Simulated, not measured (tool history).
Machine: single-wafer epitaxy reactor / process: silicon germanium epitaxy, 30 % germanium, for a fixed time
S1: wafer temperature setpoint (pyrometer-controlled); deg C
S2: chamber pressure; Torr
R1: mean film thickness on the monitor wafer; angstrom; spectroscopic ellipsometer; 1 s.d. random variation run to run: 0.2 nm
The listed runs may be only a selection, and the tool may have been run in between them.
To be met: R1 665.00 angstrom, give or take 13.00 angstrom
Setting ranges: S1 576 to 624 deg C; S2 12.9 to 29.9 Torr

run  hour   S1    S2      R1
  1   0.0  600  21.4  575.58
  2   8.8  595  21.4  520.20
  3  15.5  598  21.5  554.72
  4  21.2  600  21.5  578.04
  5  21.9  601  21.5  588.67
  6  26.0  602  21.5  602.82
  7  27.6  603  21.5  617.12
  8  34.2  604  21.5  626.08
  9  42.6  605  21.5  640.01

Pick the move, out of 4, that brings all results within their allowed miss; only one does.
  A  51.0  601  22.5   ?
  B  51.0  607  19.7   ?
  C  51.0  600  25.2   ?
  D  51.0  606  22.2   ?

move      R1
   A  601.31
   B  645.79
   C  615.84
   D  663.15
A: its largest miss is bigger than the last run's
B: moves toward the targets from the last run without getting all of them in spec
C: its largest miss is bigger than the last run's
D: every result within its allowed miss
Correct choice: D, which meets every target
